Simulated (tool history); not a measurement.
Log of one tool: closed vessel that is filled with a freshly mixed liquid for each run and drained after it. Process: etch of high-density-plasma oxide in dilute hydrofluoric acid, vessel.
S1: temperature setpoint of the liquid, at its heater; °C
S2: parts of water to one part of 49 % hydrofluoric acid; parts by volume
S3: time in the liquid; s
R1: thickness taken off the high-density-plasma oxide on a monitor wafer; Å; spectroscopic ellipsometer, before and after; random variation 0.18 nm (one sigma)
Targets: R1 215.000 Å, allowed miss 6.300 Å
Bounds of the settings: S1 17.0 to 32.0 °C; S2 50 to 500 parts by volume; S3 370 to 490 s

run,hour,S1,S2,S3,R1
1,0.0,24.0,275,490,67.596
2,8.8,24.0,275,370,51.066
3,15.5,27.5,275,370,57.108
4,17.4,27.5,275,490,76.308
5,21.7,27.5,200,490,113.720
6,27.6,27.5,145,490,167.080
7,32.8,28.5,140,490,182.760
8,41.7,29.5,140,490,187.650
9,44.5,30.0,140,490,190.640
10,47.4,30.5,140,490,196.140
11,54.2,31.0,140,490,197.570
12,61.8,31.5,140,490,203.230

Which of these 5 next moves meets every target?
A,69.4,32.0,150,490,?
B,69.4,26.5,130,490,?
C,69.4,32.0,145,485,?
D,69.4,32.0,115,370,?
E,69.4,32.0,135,490,?

move,R1
A,188.600
B,182.730
C,194.440
D,195.120
E,213.950
A: further off than the last run
B: further off than the last run
C: further off than the last run
D: further off than the last run
E: meets every target
Answer: E

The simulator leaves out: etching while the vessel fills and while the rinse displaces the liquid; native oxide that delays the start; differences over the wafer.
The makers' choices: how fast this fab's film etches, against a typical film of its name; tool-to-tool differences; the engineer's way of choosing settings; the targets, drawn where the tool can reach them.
